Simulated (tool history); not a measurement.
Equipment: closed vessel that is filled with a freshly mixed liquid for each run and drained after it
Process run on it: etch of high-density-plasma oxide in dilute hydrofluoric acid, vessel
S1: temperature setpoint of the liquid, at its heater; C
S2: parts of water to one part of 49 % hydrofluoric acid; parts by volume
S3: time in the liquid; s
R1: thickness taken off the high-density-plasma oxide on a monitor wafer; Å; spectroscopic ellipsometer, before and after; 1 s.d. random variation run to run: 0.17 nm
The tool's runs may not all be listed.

| run | day | S1 | S2 | S3 | R1 |
|---|---|---|---|---|---|
| 1 | 0.000 | 20.0 | 135 | 625 | 205.49 |
| 2 | 0.196 | 21.5 | 135 | 625 | 220.33 |
| 3 | 0.475 | 21.5 | 135 | 625 | 221.34 |
| 4 | 0.667 | 22.5 | 135 | 625 | 226.94 |
| 5 | 0.888 | 23.5 | 135 | 625 | 239.69 |
| 6 | 1.217 | 23.5 | 90 | 625 | 372.14 |

For run 7, what comes out?
| 7 | 1.338 | 21.5 | 95 | 625 | ? |

Run 7 yielded R1 325.92 Å.
